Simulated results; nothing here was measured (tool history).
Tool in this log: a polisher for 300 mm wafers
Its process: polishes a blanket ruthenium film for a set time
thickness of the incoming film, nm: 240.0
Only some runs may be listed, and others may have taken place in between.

| run | hour | flow of slurry (ml/min) | pressure of the wafer on the pad (psi) | speed of the pad under the wafer (m/s) | polishing time (s) | film removed (angstrom) |
|---|---|---|---|---|---|---|
| 1 | 0 | 215 | 2.1 | 0.8 | 49 | 373.78 |
| 2 | 2 | 215 | 2.1 | 0.8 | 49 | 376.55 |
| 3 | 6.4 | 210 | 1.9 | 0.8 | 49 | 346.81 |
| 4 | 7.7 | 210 | 1.9 | 0.8 | 49 | 345.85 |
| 5 | 11.3 | 210 | 1.9 | 0.6 | 49 | 282.3 |
| 6 | 18.2 | 210 | 1.9 | 0.6 | 49 | 278.75 |
| 7 | 25.8 | 210 | 1.9 | 0.6 | 49 | 278.86 |

Predict the results of run 8:
| 8 | 32.4 | 210 | 1.8 | 0.6 | 49 | ? |

{"run 8": {"film removed (angstrom)": 267.4}}

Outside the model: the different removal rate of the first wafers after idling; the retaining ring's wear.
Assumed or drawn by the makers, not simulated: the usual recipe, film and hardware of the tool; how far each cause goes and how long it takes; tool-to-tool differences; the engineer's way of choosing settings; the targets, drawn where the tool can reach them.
